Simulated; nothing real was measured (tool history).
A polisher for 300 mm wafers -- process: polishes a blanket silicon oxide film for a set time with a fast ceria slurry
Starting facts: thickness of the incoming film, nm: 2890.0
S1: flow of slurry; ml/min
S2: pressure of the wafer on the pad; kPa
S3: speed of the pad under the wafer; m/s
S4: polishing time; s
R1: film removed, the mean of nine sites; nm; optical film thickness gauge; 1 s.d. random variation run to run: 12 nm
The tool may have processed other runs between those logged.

run,day,S1,S2,S3,S4,R1
1,0,185,15.9,0.9,87,984.77
2,0.371,190,16.5,0.9,87,1021.5
3,0.558,190,16.5,0.9,91,1094
4,0.858,190,17.2,0.9,91,1120.2
5,1.079,145,17.2,0.9,91,1082.2
6,1.125,155,17.9,0.9,91,1126.6
7,1.154,160,17.9,0.9,91,1140.5
8,1.329,165,17.9,0.9,91,1135.3
9,1.538,170,17.9,0.9,91,1141.5
10,1.812,175,17.9,0.9,91,1168.2
11,2.125,180,17.9,0.9,91,1172.4

Run 12 comes next. What will it give?
12,2.258,185,17.9,0.9,91,?

{"run 12": {"R1": 1156}}

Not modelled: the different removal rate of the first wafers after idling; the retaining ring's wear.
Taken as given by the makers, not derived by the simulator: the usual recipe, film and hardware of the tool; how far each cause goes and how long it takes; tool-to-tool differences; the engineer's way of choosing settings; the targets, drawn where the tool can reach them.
